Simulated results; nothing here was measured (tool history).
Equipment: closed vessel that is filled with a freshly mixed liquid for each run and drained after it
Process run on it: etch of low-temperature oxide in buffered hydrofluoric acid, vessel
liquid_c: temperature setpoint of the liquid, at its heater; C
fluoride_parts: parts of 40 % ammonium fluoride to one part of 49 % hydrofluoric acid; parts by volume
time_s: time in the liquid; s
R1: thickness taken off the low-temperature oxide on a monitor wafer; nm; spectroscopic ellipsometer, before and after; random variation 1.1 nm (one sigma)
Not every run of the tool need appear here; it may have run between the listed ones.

{"run": 1, "hour": 0.0, "liquid_c": 24, "fluoride_parts": 21, "time_s": 85, "R1": 80.341}
{"run": 2, "hour": 4.7, "liquid_c": 24, "fluoride_parts": 21, "time_s": 95, "R1": 88.643}
{"run": 3, "hour": 10.6, "liquid_c": 24, "fluoride_parts": 16.5, "time_s": 95, "R1": 111.01}
{"run": 4, "hour": 13.3, "liquid_c": 27, "fluoride_parts": 16.5, "time_s": 95, "R1": 130.1}
{"run": 5, "hour": 15.5, "liquid_c": 29.5, "fluoride_parts": 16.5, "time_s": 95, "R1": 149.61}
{"run": 6, "hour": 21.1, "liquid_c": 29.5, "fluoride_parts": 19, "time_s": 95, "R1": 129.72}
{"run": 7, "hour": 29.1, "liquid_c": 29, "fluoride_parts": 19, "time_s": 95, "R1": 125.89}

What will run 8 give?
{"run": 8, "hour": 31.8, "liquid_c": 28.5, "fluoride_parts": 19, "time_s": 95, "R1": "?"}

{"run 8": {"R1": 121.94}}

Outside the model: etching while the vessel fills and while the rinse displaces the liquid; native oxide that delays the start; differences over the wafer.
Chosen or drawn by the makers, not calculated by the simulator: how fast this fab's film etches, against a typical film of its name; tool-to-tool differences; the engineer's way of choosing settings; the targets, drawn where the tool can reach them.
